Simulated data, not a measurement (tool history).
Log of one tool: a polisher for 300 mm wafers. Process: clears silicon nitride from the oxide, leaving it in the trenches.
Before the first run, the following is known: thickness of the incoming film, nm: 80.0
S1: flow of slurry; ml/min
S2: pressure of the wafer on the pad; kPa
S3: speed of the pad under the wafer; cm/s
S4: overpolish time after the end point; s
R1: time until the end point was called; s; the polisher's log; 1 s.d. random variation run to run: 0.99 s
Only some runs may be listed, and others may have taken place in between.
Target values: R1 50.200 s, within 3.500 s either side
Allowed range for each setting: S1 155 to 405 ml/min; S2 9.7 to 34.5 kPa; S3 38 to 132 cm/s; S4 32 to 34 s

run 1 day=0.000 | S1=260 S2=22.1 S3=84 S4=32 | R1=82.249
run 2 day=0.254 | S1=260 S2=24.8 S3=86 S4=32 | R1=73.449
run 3 day=0.550 | S1=215 S2=24.8 S3=86 S4=32 | R1=73.043
run 4 day=0.596 | S1=215 S2=26.9 S3=88 S4=32 | R1=63.824
run 5 day=0.908 | S1=215 S2=26.9 S3=76 S4=32 | R1=70.758
run 6 day=1.100 | S1=215 S2=29.0 S3=76 S4=32 | R1=66.647
run 7 day=1.412 | S1=215 S2=30.3 S3=78 S4=32 | R1=60.964
run 8 day=1.479 | S1=215 S2=31.7 S3=80 S4=32 | R1=60.290
run 9 day=1.812 | S1=215 S2=31.7 S3=80 S4=32 | R1=61.295
run 10 day=2.108 | S1=215 S2=31.7 S3=80 S4=32 | R1=62.269
run 11 day=2.333 | S1=210 S2=32.4 S3=86 S4=32 | R1=54.911
run 12 day=2.479 | S1=210 S2=33.1 S3=86 S4=32 | R1=58.062

Below are 5 possible settings for the next run. Only one of them brings all results inside the allowed miss of their targets. Which is it?
run A day=2.625 | S1=255 S2=29.6 S3=94 S4=34 | R1=?
run B day=2.625 | S1=215 S2=34.5 S3=94 S4=33 | R1=?
run C day=2.625 | S1=190 S2=30.3 S3=90 S4=32 | R1=?
run D day=2.625 | S1=155 S2=33.1 S3=90 S4=32 | R1=?
run E day=2.625 | S1=260 S2=27.6 S3=74 S4=34 | R1=?

move=A R1=58.660
move=B R1=51.781
move=C R1=61.408
move=D R1=58.303
move=E R1=72.461
A: lands further from the targets than the last run did
B: every result lands within tolerance
C: lands further from the targets than the last run did
D: as far off as the last run
E: lands further from the targets than the last run did
B meets every target.
